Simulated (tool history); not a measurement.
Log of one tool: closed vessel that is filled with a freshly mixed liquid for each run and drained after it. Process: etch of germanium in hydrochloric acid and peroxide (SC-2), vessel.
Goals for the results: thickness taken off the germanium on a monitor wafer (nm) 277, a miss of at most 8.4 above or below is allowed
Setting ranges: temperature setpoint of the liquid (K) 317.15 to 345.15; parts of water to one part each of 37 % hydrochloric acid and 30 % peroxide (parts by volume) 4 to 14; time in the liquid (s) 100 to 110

| run | hour | temperature setpoint of the liquid (K) | parts of water to one part each of 37 % hydrochloric acid and 30 % peroxide (parts by volume) | time in the liquid (s) | thickness taken off the germanium on a monitor wafer (nm) |
|---|---|---|---|---|---|
| 1 | 0 | 333.15 | 7.5 | 100 | 227.07 |
| 2 | 2.8 | 333.15 | 9.5 | 100 | 222.01 |
| 3 | 3.3 | 336.65 | 9.5 | 100 | 244.79 |
| 4 | 5.5 | 336.65 | 11.5 | 100 | 235.91 |
| 5 | 11.8 | 331.15 | 11.5 | 100 | 205.84 |
| 6 | 13.2 | 333.65 | 11.5 | 100 | 219.65 |
| 7 | 20.3 | 335.65 | 11.5 | 100 | 232.99 |
| 8 | 25.5 | 337.15 | 11.5 | 100 | 247.92 |

Which one of the following 5 next-run settings gets every result inside its allowed miss? There is exactly one.
| A | 30.7 | 333.15 | 13.5 | 100 | ? |
| B | 30.7 | 334.65 | 13 | 110 | ? |
| C | 30.7 | 333.65 | 11 | 100 | ? |
| D | 30.7 | 332.15 | 6.5 | 105 | ? |
| E | 30.7 | 338.15 | 11.5 | 110 | ? |

| move | thickness taken off the germanium on a monitor wafer (nm) |
|---|---|
| A | 213.84 |
| B | 247.01 |
| C | 223.17 |
| D | 234.67 |
| E | 277.69 |
A: lands further from the targets than the last run did
B: as far off as the last run
C: lands further from the targets than the last run did
D: lands further from the targets than the last run did
E: every result within its allowed miss
Move E is the one to make.

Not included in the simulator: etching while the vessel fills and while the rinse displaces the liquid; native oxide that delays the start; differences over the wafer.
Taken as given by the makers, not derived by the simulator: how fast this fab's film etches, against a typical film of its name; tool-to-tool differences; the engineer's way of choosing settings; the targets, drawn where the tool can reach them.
